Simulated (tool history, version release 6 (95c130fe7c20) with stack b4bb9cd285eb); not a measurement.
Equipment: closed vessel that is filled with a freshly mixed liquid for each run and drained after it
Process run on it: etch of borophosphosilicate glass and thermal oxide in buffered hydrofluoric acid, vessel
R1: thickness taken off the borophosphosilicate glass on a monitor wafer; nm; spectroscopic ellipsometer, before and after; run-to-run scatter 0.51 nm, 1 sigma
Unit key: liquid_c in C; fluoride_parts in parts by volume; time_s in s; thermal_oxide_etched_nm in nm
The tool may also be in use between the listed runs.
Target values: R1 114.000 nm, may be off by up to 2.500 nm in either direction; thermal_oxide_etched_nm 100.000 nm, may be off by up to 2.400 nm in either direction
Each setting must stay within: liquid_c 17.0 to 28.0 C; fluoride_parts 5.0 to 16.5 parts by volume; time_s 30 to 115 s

{"run": 1, "hour": 0.0, "liquid_c": 20.0, "fluoride_parts": 10.0, "time_s": 60, "R1": 61.547, "thermal_oxide_etched_nm": 54.566}
{"run": 2, "hour": 4.8, "liquid_c": 20.0, "fluoride_parts": 10.0, "time_s": 75, "R1": 77.108, "thermal_oxide_etched_nm": 67.892}
{"run": 3, "hour": 7.1, "liquid_c": 17.0, "fluoride_parts": 10.0, "time_s": 75, "R1": 64.818, "thermal_oxide_etched_nm": 57.137}
{"run": 4, "hour": 10.3, "liquid_c": 18.0, "fluoride_parts": 10.0, "time_s": 75, "R1": 68.753, "thermal_oxide_etched_nm": 60.522}
{"run": 5, "hour": 14.8, "liquid_c": 18.0, "fluoride_parts": 10.0, "time_s": 65, "R1": 59.325, "thermal_oxide_etched_nm": 52.175}
{"run": 6, "hour": 22.8, "liquid_c": 18.0, "fluoride_parts": 10.0, "time_s": 45, "R1": 41.135, "thermal_oxide_etched_nm": 36.455}
{"run": 7, "hour": 28.7, "liquid_c": 19.0, "fluoride_parts": 9.5, "time_s": 45, "R1": 46.358, "thermal_oxide_etched_nm": 41.057}
{"run": 8, "hour": 33.4, "liquid_c": 23.0, "fluoride_parts": 6.5, "time_s": 45, "R1": 84.124, "thermal_oxide_etched_nm": 73.82}
{"hour": 41.9, "done": "hydrofluoric acid flow meter replaced"}
{"run": 9, "hour": 41.9, "liquid_c": 23.5, "fluoride_parts": 6.5, "time_s": 45, "R1": 77.72, "thermal_oxide_etched_nm": 69.181}
{"run": 10, "hour": 47.6, "liquid_c": 24.0, "fluoride_parts": 6.5, "time_s": 45, "R1": 80.184, "thermal_oxide_etched_nm": 71.382}
{"run": 11, "hour": 50.2, "liquid_c": 24.5, "fluoride_parts": 6.5, "time_s": 45, "R1": 82.185, "thermal_oxide_etched_nm": 73.0}
{"run": 12, "hour": 52.8, "liquid_c": 25.0, "fluoride_parts": 6.5, "time_s": 45, "R1": 84.757, "thermal_oxide_etched_nm": 74.538}
{"run": 13, "hour": 61.4, "liquid_c": 25.5, "fluoride_parts": 6.5, "time_s": 45, "R1": 86.739, "thermal_oxide_etched_nm": 78.07}
{"run": 14, "hour": 63.2, "liquid_c": 26.5, "fluoride_parts": 5.5, "time_s": 45, "R1": 105.78, "thermal_oxide_etched_nm": 94.138}
{"run": 15, "hour": 67.4, "liquid_c": 27.0, "fluoride_parts": 5.5, "time_s": 45, "R1": 108.46, "thermal_oxide_etched_nm": 96.434}

Next run, 4 choices. One meets every target within its allowed miss, the rest don't. Which?
{"run": "A", "hour": 71.6, "liquid_c": 28.0, "fluoride_parts": 6.5, "time_s": 50, "R1": "?", "thermal_oxide_etched_nm": "?"}
{"run": "B", "hour": 71.6, "liquid_c": 21.0, "fluoride_parts": 5.5, "time_s": 65, "R1": "?", "thermal_oxide_etched_nm": "?"}
{"run": "C", "hour": 71.6, "liquid_c": 28.0, "fluoride_parts": 7.5, "time_s": 55, "R1": "?", "thermal_oxide_etched_nm": "?"}
{"run": "D", "hour": 71.6, "liquid_c": 28.0, "fluoride_parts": 6.0, "time_s": 45, "R1": "?", "thermal_oxide_etched_nm": "?"}

move=A R1=110.560 thermal_oxide_etched_nm=96.729
move=B R1=114.470 thermal_oxide_etched_nm=99.242
move=C R1=105.660 thermal_oxide_etched_nm=92.628
move=D R1=106.780 thermal_oxide_etched_nm=93.291
A: an improvement on the last run, though not all results are within tolerance
B: all results land within tolerance of their targets
C: moves away from the targets compared with the last run
D: moves away from the targets compared with the last run
The right move is B.

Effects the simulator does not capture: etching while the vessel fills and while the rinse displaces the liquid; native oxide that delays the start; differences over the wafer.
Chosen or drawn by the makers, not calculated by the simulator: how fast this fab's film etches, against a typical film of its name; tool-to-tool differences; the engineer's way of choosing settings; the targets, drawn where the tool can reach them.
